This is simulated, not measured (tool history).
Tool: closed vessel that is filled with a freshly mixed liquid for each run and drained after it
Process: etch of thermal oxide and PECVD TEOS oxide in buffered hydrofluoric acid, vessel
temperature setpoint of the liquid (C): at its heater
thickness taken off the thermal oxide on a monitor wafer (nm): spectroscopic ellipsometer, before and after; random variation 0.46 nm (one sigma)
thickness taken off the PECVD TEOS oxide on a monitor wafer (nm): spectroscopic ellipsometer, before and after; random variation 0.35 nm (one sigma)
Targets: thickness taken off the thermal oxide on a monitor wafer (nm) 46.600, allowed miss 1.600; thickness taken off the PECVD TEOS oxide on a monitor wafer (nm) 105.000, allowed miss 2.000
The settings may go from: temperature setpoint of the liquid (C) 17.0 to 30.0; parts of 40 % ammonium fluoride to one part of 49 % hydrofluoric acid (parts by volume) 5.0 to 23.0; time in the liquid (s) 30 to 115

run	hour	temperature setpoint of the liquid (C)	parts of 40 % ammonium fluoride to one part of 49 % hydrofluoric acid (parts by volume)	time in the liquid (s)	thickness taken off the thermal oxide on a monitor wafer (nm)	thickness taken off the PECVD TEOS oxide on a monitor wafer (nm)
1	0.0	22.0	14.0	60	41.408	92.822
2	8.2	22.0	14.0	45	31.092	69.477
3	14.7	22.0	16.0	45	26.889	60.974
4	19.5	22.0	16.0	30	18.015	40.639
5	23.3	23.5	16.0	30	19.722	44.044
6	32.1	23.5	16.0	30	19.513	44.265
7	34.5	27.5	11.5	30	33.724	75.263
8	38.3	28.5	10.5	30	38.665	87.091
9	41.8	29.0	10.0	30	41.845	93.502
10	49.3	29.5	9.5	30	44.058	99.531

Which of these 4 next moves meets every target?
A	56.8	30.0	11.0	35	?	?
B	56.8	19.5	13.0	65	?	?
C	56.8	19.0	10.0	50	?	?
D	56.8	24.0	14.0	55	?	?

move	thickness taken off the thermal oxide on a monitor wafer (nm)	thickness taken off the PECVD TEOS oxide on a monitor wafer (nm)
A	46.375	104.870
B	41.361	93.528
C	39.970	90.383
D	41.759	94.428
A: meets every target
B: further off than the last run
C: further off than the last run
D: further off than the last run
Answer: A
